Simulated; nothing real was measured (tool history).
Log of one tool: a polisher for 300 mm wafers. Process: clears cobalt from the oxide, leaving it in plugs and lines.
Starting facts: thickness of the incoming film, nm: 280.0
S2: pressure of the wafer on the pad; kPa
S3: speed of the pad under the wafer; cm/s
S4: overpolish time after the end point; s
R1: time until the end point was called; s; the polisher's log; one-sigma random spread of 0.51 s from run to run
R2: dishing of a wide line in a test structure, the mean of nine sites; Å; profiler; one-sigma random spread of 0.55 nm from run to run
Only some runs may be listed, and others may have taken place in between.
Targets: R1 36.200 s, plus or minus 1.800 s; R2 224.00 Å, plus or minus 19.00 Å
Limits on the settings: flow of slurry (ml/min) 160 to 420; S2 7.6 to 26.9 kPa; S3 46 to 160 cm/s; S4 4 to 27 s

Run 1, day 0.000: flow of slurry (ml/min) 270, S2 17.2 kPa, S3 102 cm/s, S4 14 s. Result: R1 58.200 s, R2 286.90 Å.
Run 2, day 0.121: flow of slurry (ml/min) 270, S2 17.2 kPa, S3 118 cm/s, S4 14 s. Result: R1 49.920 s, R2 288.08 Å.
Run 3, day 0.312: flow of slurry (ml/min) 255, S2 17.2 kPa, S3 124 cm/s, S4 12 s. Result: R1 49.160 s, R2 278.56 Å.
Run 4, day 0.596: flow of slurry (ml/min) 255, S2 21.4 kPa, S3 124 cm/s, S4 12 s. Result: R1 41.003 s, R2 288.66 Å.
Run 5, day 0.838: flow of slurry (ml/min) 255, S2 21.4 kPa, S3 124 cm/s, S4 6 s. Result: R1 40.531 s, R2 225.54 Å.
Run 6, day 1.133: flow of slurry (ml/min) 215, S2 21.4 kPa, S3 124 cm/s, S4 6 s. Result: R1 42.085 s, R2 224.45 Å.
Run 7, day 1.467: flow of slurry (ml/min) 220, S2 22.1 kPa, S3 124 cm/s, S4 6 s. Result: R1 40.877 s, R2 231.35 Å.
Run 8, day 1.692: flow of slurry (ml/min) 230, S2 22.8 kPa, S3 124 cm/s, S4 6 s. Result: R1 39.522 s, R2 235.70 Å.
Run 9, day 1.762: flow of slurry (ml/min) 175, S2 24.1 kPa, S3 126 cm/s, S4 4 s. Result: R1 38.078 s, R2 195.29 Å.

4 candidate next runs follow, results not yet known. Just one meets every target within its allowed miss. Identify it.
Run A, day 1.833: flow of slurry (ml/min) 215, S2 25.5 kPa, S3 124 cm/s, S4 11 s. Result: R1 ?, R2 ?.
Run B, day 1.833: flow of slurry (ml/min) 170, S2 22.8 kPa, S3 126 cm/s, S4 4 s. Result: R1 ?, R2 ?.
Run C, day 1.833: flow of slurry (ml/min) 175, S2 20.7 kPa, S3 142 cm/s, S4 8 s. Result: R1 ?, R2 ?.
Run D, day 1.833: flow of slurry (ml/min) 175, S2 21.4 kPa, S3 148 cm/s, S4 5 s. Result: R1 ?, R2 ?.

move      R1      R2
   A  35.689  302.77
   B  40.187  196.42
   C  38.828  275.16
   D  36.234  234.29
A: pushes the last run's worst result past its target
B: lands further from the targets than the last run did
C: pushes the last run's worst result past its target
D: all results land within tolerance of their targets
D is the move that brings every result within its allowed miss.

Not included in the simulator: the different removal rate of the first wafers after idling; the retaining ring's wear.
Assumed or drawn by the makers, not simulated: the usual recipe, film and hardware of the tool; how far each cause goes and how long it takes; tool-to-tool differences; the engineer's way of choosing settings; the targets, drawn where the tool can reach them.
